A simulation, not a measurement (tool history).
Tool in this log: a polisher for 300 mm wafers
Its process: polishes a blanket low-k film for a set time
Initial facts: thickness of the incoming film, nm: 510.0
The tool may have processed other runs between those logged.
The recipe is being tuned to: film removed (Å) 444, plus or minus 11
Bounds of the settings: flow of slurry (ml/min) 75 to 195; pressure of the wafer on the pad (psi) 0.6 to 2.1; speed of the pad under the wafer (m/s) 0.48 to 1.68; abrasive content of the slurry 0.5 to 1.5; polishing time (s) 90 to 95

| run | hour | flow of slurry (ml/min) | pressure of the wafer on the pad (psi) | speed of the pad under the wafer (m/s) | abrasive content of the slurry | polishing time (s) | film removed (Å) |
|---|---|---|---|---|---|---|---|
| 1 | 0 | 125 | 1.3 | 1.08 | 1 | 90 | 249.62 |
| 2 | 4.5 | 130 | 1.4 | 1.08 | 1 | 90 | 268.22 |
| 3 | 11 | 130 | 1.4 | 1.08 | 1 | 95 | 281.09 |
| 4 | 20 | 130 | 1.4 | 1.08 | 1 | 95 | 280.58 |
| 5 | 22.4 | 135 | 1.5 | 1.08 | 1 | 95 | 301.17 |
|  | 26.8 | head pressure recalibrated |
| 6 | 26.8 | 135 | 1.5 | 1.08 | 0.85 | 95 | 261.72 |
| 7 | 30.2 | 135 | 1.6 | 1.12 | 0.85 | 95 | 285.59 |
| 8 | 36.6 | 140 | 1.7 | 1.16 | 0.85 | 95 | 308.55 |
| 9 | 42.9 | 140 | 1.8 | 1.2 | 0.85 | 95 | 336 |
| 10 | 45.9 | 175 | 2.1 | 1.22 | 0.85 | 95 | 394.53 |
| 11 | 53.4 | 175 | 2.1 | 1.26 | 0.85 | 95 | 408.74 |
| 12 | 58.3 | 175 | 2.1 | 1.28 | 0.85 | 95 | 414.23 |

Exactly one of the 5 candidate moves below puts every result within its allowed miss. Which one?
| A | 63.2 | 195 | 2.1 | 1.3 | 0.95 | 90 | ? |
| B | 63.2 | 185 | 2 | 1.38 | 0.75 | 91 | ? |
| C | 63.2 | 160 | 2.1 | 1.42 | 0.8 | 94 | ? |
| D | 63.2 | 190 | 2.1 | 1.3 | 0.95 | 95 | ? |
| E | 63.2 | 180 | 2.1 | 1.34 | 0.85 | 92 | ? |

| move | film removed (Å) |
|---|---|
| A | 426.02 |
| B | 390.75 |
| C | 431.13 |
| D | 448.05 |
| E | 421.55 |
A: closes in on the targets versus the last run, not all within tolerance yet
B: further off than the last run
C: closes in on the targets versus the last run, not all within tolerance yet
D: all results land within tolerance of their targets
E: closes in on the targets versus the last run, not all within tolerance yet
The right move is D.

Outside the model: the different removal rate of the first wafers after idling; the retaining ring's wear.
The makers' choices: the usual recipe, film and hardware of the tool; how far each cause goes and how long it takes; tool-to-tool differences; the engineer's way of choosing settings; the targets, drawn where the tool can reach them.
